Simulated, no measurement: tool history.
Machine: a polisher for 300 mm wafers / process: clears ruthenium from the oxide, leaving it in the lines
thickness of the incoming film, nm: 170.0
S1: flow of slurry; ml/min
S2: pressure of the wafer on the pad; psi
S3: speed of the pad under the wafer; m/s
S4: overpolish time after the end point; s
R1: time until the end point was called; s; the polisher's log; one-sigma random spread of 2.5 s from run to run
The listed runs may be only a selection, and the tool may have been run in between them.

run 1 hour=0 | S1=220 S2=2.2 S3=1.2 S4=36 | R1=118.23
run 2 hour=6.4 | S1=215 S2=1.8 S3=1.08 S4=36 | R1=157.25
run 3 hour=14.8 | S1=215 S2=1.8 S3=1.08 S4=36 | R1=156.17
run 4 hour=21.8 | S1=210 S2=1.5 S3=1 S4=36 | R1=198.36
run 5 hour=22.9 | S1=205 S2=1.3 S3=0.98 S4=36 | R1=228.11
run 6 hour=27 | S1=195 S2=1.2 S3=0.98 S4=36 | R1=251.91
run 7 hour=33.3 | S1=180 S2=1.2 S3=0.98 S4=36 | R1=252.26
run 8 hour=34.2 | S1=170 S2=1.2 S3=0.98 S4=36 | R1=254.84
run 9 hour=37.3 | S1=160 S2=1.2 S3=0.98 S4=36 | R1=256.68
run 10 hour=38 | S1=155 S2=1.2 S3=0.98 S4=36 | R1=258.8
run 11 hour=44.7 | S1=150 S2=1 S3=0.98 S4=36 | R1=308.09

What does the tool deliver on the next run?
run 12 hour=52.8 | S1=165 S2=1 S3=0.98 S4=36 | R1=?

Run 12 produced R1 304.99 s.
